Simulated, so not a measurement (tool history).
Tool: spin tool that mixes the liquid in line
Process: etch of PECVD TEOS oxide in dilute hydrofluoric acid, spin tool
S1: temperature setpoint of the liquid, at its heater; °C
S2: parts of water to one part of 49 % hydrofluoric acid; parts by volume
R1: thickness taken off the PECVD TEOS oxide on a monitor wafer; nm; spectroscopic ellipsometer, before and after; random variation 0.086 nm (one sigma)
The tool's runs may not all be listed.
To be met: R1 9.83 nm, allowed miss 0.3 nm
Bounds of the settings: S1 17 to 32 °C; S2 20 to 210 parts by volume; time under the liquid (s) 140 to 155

{"run": 1, "day": 0.0, "S1": 24, "S2": 115, "time under the liquid (s)": 140, "R1": 19.361}
{"run": 2, "day": 0.088, "S1": 22.5, "S2": 125, "time under the liquid (s)": 140, "R1": 16.035}
{"run": 3, "day": 0.262, "S1": 22.5, "S2": 125, "time under the liquid (s)": 155, "R1": 18.162}
{"run": 4, "day": 0.579, "S1": 22.5, "S2": 85, "time under the liquid (s)": 155, "R1": 27.932}
{"run": 5, "day": 0.9, "S1": 22.5, "S2": 85, "time under the liquid (s)": 155, "R1": 28.215}
{"run": 6, "day": 0.925, "S1": 21, "S2": 105, "time under the liquid (s)": 155, "R1": 21.099}
{"run": 7, "day": 1.042, "S1": 20, "S2": 120, "time under the liquid (s)": 155, "R1": 17.223}
{"run": 8, "day": 1.321, "S1": 19.5, "S2": 130, "time under the liquid (s)": 155, "R1": 15.239}
{"run": 9, "day": 1.408, "S1": 19, "S2": 140, "time under the liquid (s)": 155, "R1": 13.98}
{"run": 10, "day": 1.629, "S1": 18.5, "S2": 150, "time under the liquid (s)": 155, "R1": 12.53}
{"run": 11, "day": 1.85, "S1": 18, "S2": 155, "time under the liquid (s)": 155, "R1": 11.737}
{"run": 12, "day": 2.154, "S1": 18, "S2": 160, "time under the liquid (s)": 155, "R1": 11.376}
{"run": 13, "day": 2.179, "S1": 18, "S2": 165, "time under the liquid (s)": 155, "R1": 11.157}
{"run": 14, "day": 2.538, "S1": 18, "S2": 170, "time under the liquid (s)": 155, "R1": 10.657}

Which of these 5 next moves meets every target?
{"run": "A", "day": 2.896, "S1": 19, "S2": 190, "time under the liquid (s)": 150, "R1": "?"}
{"run": "B", "day": 2.896, "S1": 18, "S2": 165, "time under the liquid (s)": 140, "R1": "?"}
{"run": "C", "day": 2.896, "S1": 17, "S2": 160, "time under the liquid (s)": 155, "R1": "?"}
{"run": "D", "day": 2.896, "S1": 17, "S2": 185, "time under the liquid (s)": 155, "R1": "?"}
{"run": "E", "day": 2.896, "S1": 19, "S2": 185, "time under the liquid (s)": 140, "R1": "?"}

move=A R1=9.426
move=B R1=9.9753
move=C R1=10.99
move=D R1=9.2833
move=E R1=9.0794
A: takes the result that was furthest off past its target
B: meets every target
C: further off than the last run
D: takes the result that was furthest off past its target
E: takes the result that was furthest off past its target
Answer: B
